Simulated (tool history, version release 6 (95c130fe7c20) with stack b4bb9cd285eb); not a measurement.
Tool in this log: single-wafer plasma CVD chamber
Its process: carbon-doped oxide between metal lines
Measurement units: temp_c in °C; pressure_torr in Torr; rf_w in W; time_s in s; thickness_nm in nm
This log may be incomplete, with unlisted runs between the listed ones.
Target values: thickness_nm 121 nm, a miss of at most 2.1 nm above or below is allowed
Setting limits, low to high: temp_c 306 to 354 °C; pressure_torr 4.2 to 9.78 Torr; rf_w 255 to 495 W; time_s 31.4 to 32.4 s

Run 1, hour 0: temp_c 330 °C, pressure_torr 6.99 Torr, rf_w 375 W, time_s 31.4 s. Result: thickness_nm 144.82 nm.
Run 2, hour 7.1: temp_c 335 °C, pressure_torr 6.78 Torr, rf_w 360 W, time_s 31.4 s. Result: thickness_nm 137.21 nm.
Run 3, hour 10.2: temp_c 339 °C, pressure_torr 6.59 Torr, rf_w 350 W, time_s 31.4 s. Result: thickness_nm 130.51 nm.
Run 4, hour 17.7: temp_c 339 °C, pressure_torr 7.22 Torr, rf_w 350 W, time_s 31.4 s. Result: thickness_nm 131.76 nm.
Run 5, hour 24.3: temp_c 342 °C, pressure_torr 7.11 Torr, rf_w 345 W, time_s 31.4 s. Result: thickness_nm 129.01 nm.
Run 6, hour 28.7: temp_c 342 °C, pressure_torr 7.11 Torr, rf_w 380 W, time_s 31.4 s. Result: thickness_nm 138.96 nm.
Run 7, hour 30.4: temp_c 345 °C, pressure_torr 6.95 Torr, rf_w 370 W, time_s 31.4 s. Result: thickness_nm 135.02 nm.
Run 8, hour 35.5: temp_c 347 °C, pressure_torr 6.88 Torr, rf_w 360 W, time_s 31.4 s. Result: thickness_nm 131.58 nm.
Run 9, hour 36.9: temp_c 353 °C, pressure_torr 6.61 Torr, rf_w 320 W, time_s 31.4 s. Result: thickness_nm 115.76 nm.
Run 10, hour 40.6: temp_c 351 °C, pressure_torr 6.72 Torr, rf_w 320 W, time_s 31.4 s. Result: thickness_nm 117.19 nm.
Run 11, hour 42.4: temp_c 349 °C, pressure_torr 6.8 Torr, rf_w 320 W, time_s 31.4 s. Result: thickness_nm 117.37 nm.

Which one of the following 5 next-run settings gets every result inside its allowed miss? There is exactly one.
Run A, hour 44.2: temp_c 350 °C, pressure_torr 6.14 Torr, rf_w 345 W, time_s 32.1 s. Result: thickness_nm ?.
Run B, hour 44.2: temp_c 343 °C, pressure_torr 7.43 Torr, rf_w 330 W, time_s 32.1 s. Result: thickness_nm ?.
Run C, hour 44.2: temp_c 341 °C, pressure_torr 6.82 Torr, rf_w 310 W, time_s 32.4 s. Result: thickness_nm ?.
Run D, hour 44.2: temp_c 347 °C, pressure_torr 6.51 Torr, rf_w 340 W, time_s 31.7 s. Result: thickness_nm ?.
Run E, hour 44.2: temp_c 353 °C, pressure_torr 6.96 Torr, rf_w 340 W, time_s 32.1 s. Result: thickness_nm ?.

move  thickness_nm
   A        127.48
   B        127.15
   C        121.55
   D        126.19
   E        125.89
A: moves the result that the last run missed by most past its target, out the other side
B: moves the result that the last run missed by most past its target, out the other side
C: all results land within tolerance of their targets
D: moves the result that the last run missed by most past its target, out the other side
E: moves the result that the last run missed by most past its target, out the other side
C is the move that brings every result within its allowed miss.
